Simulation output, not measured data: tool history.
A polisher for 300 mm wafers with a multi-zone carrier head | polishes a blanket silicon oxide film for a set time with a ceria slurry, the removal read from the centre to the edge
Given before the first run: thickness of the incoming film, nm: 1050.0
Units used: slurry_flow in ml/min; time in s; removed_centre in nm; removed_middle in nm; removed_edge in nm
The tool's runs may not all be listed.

run 1 day=0.000 | slurry_flow=275 centre_zone=1.00 middle_zone=1.00 edge_zone=1.00 time=55 | removed_centre=304.61 removed_middle=305.29 removed_edge=317.91
run 2 day=0.342 | slurry_flow=270 centre_zone=1.02 middle_zone=0.96 edge_zone=0.96 time=50 | removed_centre=280.95 removed_middle=271.77 removed_edge=278.90
run 3 day=0.692 | slurry_flow=265 centre_zone=1.05 middle_zone=0.92 edge_zone=0.96 time=47 | removed_centre=270.62 removed_middle=241.93 removed_edge=267.31
run 4 day=0.825 | slurry_flow=260 centre_zone=1.06 middle_zone=0.89 edge_zone=0.92 time=45 | removed_centre=261.67 removed_middle=225.64 removed_edge=248.53
run 5 day=0.879 | slurry_flow=255 centre_zone=1.06 middle_zone=0.87 edge_zone=0.89 time=44 | removed_centre=260.62 removed_middle=215.59 removed_edge=240.45
run 6 day=1.050 | slurry_flow=250 centre_zone=1.05 middle_zone=0.86 edge_zone=0.87 time=43 | removed_centre=249.98 removed_middle=209.91 removed_edge=230.13

Expected results for the next run?
run 7 day=1.146 | slurry_flow=245 centre_zone=1.05 middle_zone=0.85 edge_zone=0.86 time=43 | removed_centre=? removed_middle=? removed_edge=?

Run 7 measured removed_centre 251.32 nm, removed_middle 204.74 nm, removed_edge 225.03 nm.
